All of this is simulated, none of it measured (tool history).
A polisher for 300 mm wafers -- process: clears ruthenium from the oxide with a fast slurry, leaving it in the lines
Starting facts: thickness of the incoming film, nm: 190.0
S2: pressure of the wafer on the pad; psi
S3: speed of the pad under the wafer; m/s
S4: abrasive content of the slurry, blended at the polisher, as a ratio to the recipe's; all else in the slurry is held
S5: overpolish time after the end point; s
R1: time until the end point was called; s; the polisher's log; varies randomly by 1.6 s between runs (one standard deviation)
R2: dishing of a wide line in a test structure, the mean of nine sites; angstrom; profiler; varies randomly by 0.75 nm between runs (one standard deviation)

{"run": 1, "hour": 0.0, "flow of slurry (ml/min)": 170, "S2": 2.0, "S3": 1.08, "S4": 1.0, "S5": 23, "R1": 56.998, "R2": 514.67}
{"run": 2, "hour": 9.0, "flow of slurry (ml/min)": 170, "S2": 2.0, "S3": 1.08, "S4": 0.9, "S5": 23, "R1": 57.305, "R2": 497.06}
{"run": 3, "hour": 15.4, "flow of slurry (ml/min)": 170, "S2": 2.0, "S3": 1.08, "S4": 1.0, "S5": 23, "R1": 55.326, "R2": 509.28}
{"run": 4, "hour": 19.6, "flow of slurry (ml/min)": 170, "S2": 1.9, "S3": 1.08, "S4": 1.0, "S5": 24, "R1": 57.539, "R2": 509.51}
{"run": 5, "hour": 22.6, "flow of slurry (ml/min)": 170, "S2": 1.9, "S3": 1.34, "S4": 1.0, "S5": 24, "R1": 48.35, "R2": 591.07}
{"run": 6, "hour": 27.2, "flow of slurry (ml/min)": 170, "S2": 1.5, "S3": 1.34, "S4": 1.0, "S5": 24, "R1": 59.001, "R2": 507.07}
{"run": 7, "hour": 29.5, "flow of slurry (ml/min)": 170, "S2": 1.4, "S3": 1.34, "S4": 1.0, "S5": 25, "R1": 64.539, "R2": 503.11}

Predict the results of run 8:
{"run": 8, "hour": 35.8, "flow of slurry (ml/min)": 170, "S2": 1.3, "S3": 1.34, "S4": 1.0, "S5": 26, "R1": "?", "R2": "?"}

{"run 8": {"R1": 70.031, "R2": 484.77}}

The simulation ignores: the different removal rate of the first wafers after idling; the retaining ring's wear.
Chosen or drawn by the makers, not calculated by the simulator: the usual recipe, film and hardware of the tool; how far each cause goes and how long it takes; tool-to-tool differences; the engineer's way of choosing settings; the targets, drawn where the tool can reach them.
